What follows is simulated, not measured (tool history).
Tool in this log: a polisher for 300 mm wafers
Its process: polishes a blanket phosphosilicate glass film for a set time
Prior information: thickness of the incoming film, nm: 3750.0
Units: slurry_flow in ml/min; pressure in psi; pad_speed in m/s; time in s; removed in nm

run 1 hour=0.0 | slurry_flow=195 pressure=3.0 pad_speed=1.10 slurry_solids=1.0 time=59 | removed=489.81
run 2 hour=5.6 | slurry_flow=195 pressure=3.3 pad_speed=1.10 slurry_solids=1.0 time=59 | removed=537.94
run 3 hour=11.3 | slurry_flow=195 pressure=2.9 pad_speed=1.08 slurry_solids=1.0 time=59 | removed=476.16
run 4 hour=14.8 | slurry_flow=240 pressure=2.9 pad_speed=1.08 slurry_solids=1.0 time=59 | removed=482.25
run 5 hour=21.2 | slurry_flow=205 pressure=2.9 pad_speed=1.08 slurry_solids=1.0 time=59 | removed=476.10
run 6 hour=28.7 | slurry_flow=205 pressure=2.9 pad_speed=1.18 slurry_solids=1.0 time=59 | removed=507.92
run 7 hour=33.9 | slurry_flow=205 pressure=2.5 pad_speed=1.14 slurry_solids=1.0 time=59 | removed=442.69
run 8 hour=36.1 | slurry_flow=205 pressure=2.2 pad_speed=1.10 slurry_solids=1.0 time=59 | removed=367.66

Run 9, settings as shown, results not yet in. Your forecast:
run 9 hour=39.4 | slurry_flow=205 pressure=2.0 pad_speed=1.10 slurry_solids=1.0 time=59 | removed=?

{"run 9": {"removed": 337.06}}
